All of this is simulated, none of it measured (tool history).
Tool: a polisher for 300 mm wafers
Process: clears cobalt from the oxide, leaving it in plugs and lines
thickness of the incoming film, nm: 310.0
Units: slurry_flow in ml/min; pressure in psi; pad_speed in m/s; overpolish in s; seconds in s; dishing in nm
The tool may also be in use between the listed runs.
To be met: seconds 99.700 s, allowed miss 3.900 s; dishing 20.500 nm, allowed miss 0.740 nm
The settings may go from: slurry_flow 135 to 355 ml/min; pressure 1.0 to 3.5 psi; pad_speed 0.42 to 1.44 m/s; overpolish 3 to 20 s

{"run": 1, "day": 0.0, "slurry_flow": 225, "pressure": 2.2, "pad_speed": 0.92, "overpolish": 10, "seconds": 66.315, "dishing": 32.438}
{"run": 2, "day": 0.079, "slurry_flow": 225, "pressure": 2.0, "pad_speed": 0.92, "overpolish": 9, "seconds": 69.792, "dishing": 29.477}
{"run": 3, "day": 0.288, "slurry_flow": 225, "pressure": 2.0, "pad_speed": 0.92, "overpolish": 7, "seconds": 70.016, "dishing": 24.374}
{"run": 4, "day": 0.312, "slurry_flow": 225, "pressure": 1.5, "pad_speed": 0.92, "overpolish": 7, "seconds": 82.733, "dishing": 21.113}
{"run": 5, "day": 0.383, "slurry_flow": 220, "pressure": 1.4, "pad_speed": 0.92, "overpolish": 7, "seconds": 83.66, "dishing": 20.619}
{"run": 6, "day": 0.421, "slurry_flow": 200, "pressure": 1.4, "pad_speed": 0.92, "overpolish": 7, "seconds": 86.616, "dishing": 20.612}
{"run": 7, "day": 0.608, "slurry_flow": 195, "pressure": 1.3, "pad_speed": 0.92, "overpolish": 7, "seconds": 91.238, "dishing": 20.279}
{"run": 8, "day": 0.821, "slurry_flow": 185, "pressure": 1.3, "pad_speed": 0.92, "overpolish": 7, "seconds": 92.784, "dishing": 19.47}
{"run": 9, "day": 0.9, "slurry_flow": 170, "pressure": 1.1, "pad_speed": 0.92, "overpolish": 9, "seconds": 99.01, "dishing": 22.683}
{"run": 10, "day": 1.154, "slurry_flow": 175, "pressure": 1.1, "pad_speed": 0.92, "overpolish": 9, "seconds": 99.725, "dishing": 22.229}
{"run": 11, "day": 1.304, "slurry_flow": 180, "pressure": 1.1, "pad_speed": 0.92, "overpolish": 9, "seconds": 97.534, "dishing": 22.972}

5 next moves are on the table. One of them brings every result within its allowed miss. Which?
{"run": "A", "day": 1.454, "slurry_flow": 170, "pressure": 1.4, "pad_speed": 0.8, "overpolish": 8, "seconds": "?", "dishing": "?"}
{"run": "B", "day": 1.454, "slurry_flow": 235, "pressure": 1.1, "pad_speed": 0.9, "overpolish": 11, "seconds": "?", "dishing": "?"}
{"run": "C", "day": 1.454, "slurry_flow": 220, "pressure": 1.8, "pad_speed": 0.68, "overpolish": 10, "seconds": "?", "dishing": "?"}
{"run": "D", "day": 1.454, "slurry_flow": 160, "pressure": 1.1, "pad_speed": 1.04, "overpolish": 7, "seconds": "?", "dishing": "?"}
{"run": "E", "day": 1.454, "slurry_flow": 165, "pressure": 1.0, "pad_speed": 0.94, "overpolish": 11, "seconds": "?", "dishing": "?"}

move=A seconds=101.490 dishing=20.713
move=B seconds=97.350 dishing=27.578
move=C seconds=99.374 dishing=25.221
move=D seconds=90.002 dishing=20.475
move=E seconds=102.280 dishing=26.555
A: meets every target
B: further off than the last run
C: further off than the last run
D: brings the result that was furthest off to its target, and leaves another outside
E: further off than the last run
The right move is A.
